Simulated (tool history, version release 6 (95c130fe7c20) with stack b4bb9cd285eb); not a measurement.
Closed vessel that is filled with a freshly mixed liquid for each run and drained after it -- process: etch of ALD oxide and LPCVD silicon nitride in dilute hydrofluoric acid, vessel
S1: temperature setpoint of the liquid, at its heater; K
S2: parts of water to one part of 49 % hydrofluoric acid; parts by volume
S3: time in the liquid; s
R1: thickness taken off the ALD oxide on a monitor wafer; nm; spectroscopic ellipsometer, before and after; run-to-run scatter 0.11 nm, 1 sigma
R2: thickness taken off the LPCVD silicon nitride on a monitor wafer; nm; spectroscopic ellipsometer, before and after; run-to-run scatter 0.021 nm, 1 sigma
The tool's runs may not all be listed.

Run 1, day 0: S1 298.15 K, S2 105 parts by volume, S3 230 s. Result: R1 28.18 nm, R2 1.0077 nm.
Run 2, day 0.283: S1 298.15 K, S2 105 parts by volume, S3 145 s. Result: R1 18.087 nm, R2 0.65678 nm.
Run 3, day 0.4: S1 297.65 K, S2 105 parts by volume, S3 145 s. Result: R1 17.774 nm, R2 0.59742 nm.
Run 4, day 0.529: S1 297.65 K, S2 105 parts by volume, S3 205 s. Result: R1 24.97 nm, R2 0.88393 nm.
Run 5, day 0.812: S1 296.65 K, S2 115 parts by volume, S3 205 s. Result: R1 21.676 nm, R2 0.69332 nm.
Run 6, day 1.125: S1 297.15 K, S2 125 parts by volume, S3 205 s. Result: R1 20.047 nm, R2 0.71117 nm.

Run 7 comes next. What will it give?
Run 7, day 1.329: S1 296.65 K, S2 130 parts by volume, S3 205 s. Result: R1 ?, R2 ?.

R1: 18.788 nm
R2: 0.66902 nm
